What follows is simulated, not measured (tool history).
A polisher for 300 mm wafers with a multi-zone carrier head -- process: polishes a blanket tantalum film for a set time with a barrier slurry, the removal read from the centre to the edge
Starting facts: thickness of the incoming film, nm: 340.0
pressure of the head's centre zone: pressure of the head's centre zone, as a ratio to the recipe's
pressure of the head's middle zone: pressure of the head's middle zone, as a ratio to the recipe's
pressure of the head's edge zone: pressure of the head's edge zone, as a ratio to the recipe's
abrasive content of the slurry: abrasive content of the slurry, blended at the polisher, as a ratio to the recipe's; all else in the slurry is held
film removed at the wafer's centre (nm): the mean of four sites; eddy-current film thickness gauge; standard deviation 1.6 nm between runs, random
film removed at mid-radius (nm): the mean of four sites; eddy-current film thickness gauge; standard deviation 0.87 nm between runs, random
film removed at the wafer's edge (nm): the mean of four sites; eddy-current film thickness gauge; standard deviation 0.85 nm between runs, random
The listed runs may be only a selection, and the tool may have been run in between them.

| run | hour | flow of slurry (ml/min) | pressure of the head's centre zone | pressure of the head's middle zone | pressure of the head's edge zone | abrasive content of the slurry | polishing time (s) | film removed at the wafer's centre (nm) | film removed at mid-radius (nm) | film removed at the wafer's edge (nm) |
|---|---|---|---|---|---|---|---|---|---|---|
| 1 | 0 | 125 | 1 | 1 | 1 | 1 | 71 | 84.034 | 84.19 | 82.178 |
| 2 | 6.4 | 125 | 1.04 | 1 | 1 | 1 | 71 | 88.22 | 83.523 | 83.51 |
| 3 | 8.1 | 135 | 1.06 | 1.02 | 1.03 | 1.05 | 71 | 91.287 | 85.085 | 85.867 |
| 4 | 11.3 | 135 | 1.06 | 1.02 | 1.03 | 1.05 | 55 | 70.545 | 66.403 | 66.505 |
| 5 | 14.6 | 160 | 1.06 | 1.02 | 1.03 | 1.05 | 55 | 73.315 | 68.943 | 67.815 |
| 6 | 22.1 | 160 | 1.06 | 1.02 | 1.03 | 1.2 | 55 | 76.803 | 71.898 | 69.828 |
| 7 | 27 | 160 | 1.07 | 1.03 | 1.05 | 1.25 | 59 | 82.312 | 77.807 | 76.4 |

What will run 8 give?
| 8 | 30.2 | 165 | 1.09 | 1.04 | 1.06 | 1.3 | 62 | ? | ? | ? |

film removed at the wafer's centre (nm): 90.868
film removed at mid-radius (nm): 82.759
film removed at the wafer's edge (nm): 81.848
